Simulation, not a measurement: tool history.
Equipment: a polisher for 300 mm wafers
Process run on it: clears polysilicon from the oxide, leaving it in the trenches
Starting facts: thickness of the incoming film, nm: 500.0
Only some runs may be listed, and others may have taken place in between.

run    day  flow of slurry (ml/min)  pressure of the wafer on the pad (kPa)  speed of the pad under the wafer (cm/s)  overpolish time after the end point (s)  time until the end point was called (s)  dishing of a wide line in a test structure (Å)
  1      0                      210                                    11.7                                      118                                        9                                   42.282                                          500.03
  2  0.346                      210                                       9                                      118                                        9                                   55.079                                          444.21
  3  0.658                      210                                    10.3                                      118                                        9                                   48.054                                          487.51
  4  0.821                      210                                     8.3                                      118                                        9                                   59.714                                           434.5
  5  1.192                      210                                     8.3                                       90                                        9                                   78.619                                          361.49
  6  1.354                      210                                     9.7                                       90                                        9                                   66.777                                           399.8
  7  1.658                      210                                      11                                       90                                        9                                   58.398                                          434.08
  8  1.842                      210                                    12.4                                       90                                        9                                    52.58                                          455.08
  9  2.075                      215                                    15.9                                       94                                       10                                   38.124                                          546.55

Run 10 comes next. What will it give?
 10  2.242                      215                                    16.5                                       94                                       10                                        ?                                               ?

time until the end point was called (s): 36.964
dishing of a wide line in a test structure (Å): 552.52
